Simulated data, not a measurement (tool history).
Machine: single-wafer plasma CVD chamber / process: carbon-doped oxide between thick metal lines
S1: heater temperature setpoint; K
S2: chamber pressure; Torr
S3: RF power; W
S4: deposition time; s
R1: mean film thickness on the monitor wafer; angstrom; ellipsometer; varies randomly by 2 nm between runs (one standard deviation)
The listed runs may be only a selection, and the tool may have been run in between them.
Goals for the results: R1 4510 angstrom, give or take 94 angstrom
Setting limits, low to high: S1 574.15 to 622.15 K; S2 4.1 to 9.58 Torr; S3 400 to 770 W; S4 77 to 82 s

| run | hour | S1 | S2 | S3 | S4 | R1 |
|---|---|---|---|---|---|---|
| 1 | 0 | 598.15 | 6.84 | 585 | 82 | 5064.6 |
| 2 | 0.6 | 591.15 | 6.84 | 585 | 82 | 5221.3 |
| 3 | 7.6 | 594.15 | 6.7 | 575 | 82 | 5097 |
| 4 | 12.9 | 597.15 | 6.59 | 570 | 82 | 5029 |
| 5 | 17.2 | 599.15 | 6.55 | 560 | 82 | 4892 |
| 6 | 18.6 | 591.15 | 6.55 | 560 | 82 | 5031.5 |
| 7 | 24.3 | 593.15 | 6.37 | 555 | 82 | 4888.2 |
| 8 | 29.4 | 594.15 | 6.19 | 555 | 82 | 4888.1 |
| 9 | 37 | 606.15 | 5.76 | 500 | 82 | 4311.3 |

Which of these 5 next moves meets every target?
| A | 44.6 | 614.15 | 4.8 | 555 | 82 | ? |
| B | 44.6 | 600.15 | 6.18 | 495 | 77 | ? |
| C | 44.6 | 614.15 | 6 | 520 | 78 | ? |
| D | 44.6 | 607.15 | 5.48 | 480 | 81 | ? |
| E | 44.6 | 598.15 | 6.81 | 460 | 79 | ? |

| move | R1 |
|---|---|
| A | 4472.2 |
| B | 4149.9 |
| C | 4181.8 |
| D | 4105.9 |
| E | 4057.5 |
A: every result within its allowed miss
B: misses by more than the last run did
C: misses by more than the last run did
D: misses by more than the last run did
E: misses by more than the last run did
A is the move that brings every result within its allowed miss.

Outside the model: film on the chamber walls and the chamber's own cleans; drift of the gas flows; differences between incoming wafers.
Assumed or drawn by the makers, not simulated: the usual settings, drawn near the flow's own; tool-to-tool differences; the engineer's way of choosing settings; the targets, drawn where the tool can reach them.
